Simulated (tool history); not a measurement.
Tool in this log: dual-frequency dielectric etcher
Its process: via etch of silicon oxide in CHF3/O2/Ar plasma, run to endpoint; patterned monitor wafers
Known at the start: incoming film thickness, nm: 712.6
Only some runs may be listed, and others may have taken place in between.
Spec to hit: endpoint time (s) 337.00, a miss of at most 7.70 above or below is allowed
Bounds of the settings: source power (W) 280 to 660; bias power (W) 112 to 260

run	hour	source power (W)	bias power (W)	endpoint time (s)
1	0.0	470	186	393.62
2	7.3	410	186	409.29
3	14.1	430	190	401.03
4	15.1	360	190	430.40
5	19.6	380	192	420.95
6	25.3	380	163	443.13
7	34.1	410	166	427.74
8	35.8	430	169	414.38
9	39.8	450	171	412.73
10	48.9	470	175	401.70
11	53.1	490	178	389.39
12	61.8	590	191	356.36

Pick the move, out of 5, that brings all results within their allowed miss; only one does.
A	70.5	650	202	?
B	70.5	620	240	?
C	70.5	660	229	?
D	70.5	660	238	?
E	70.5	660	233	?

move	endpoint time (s)
A	336.82
B	322.69
C	320.66
D	316.33
E	318.71
A: every result within its allowed miss
B: moves the result that the last run missed by most past its target, out the other side
C: moves the result that the last run missed by most past its target, out the other side
D: moves the result that the last run missed by most past its target, out the other side
E: moves the result that the last run missed by most past its target, out the other side
A is the move that brings every result within its allowed miss.
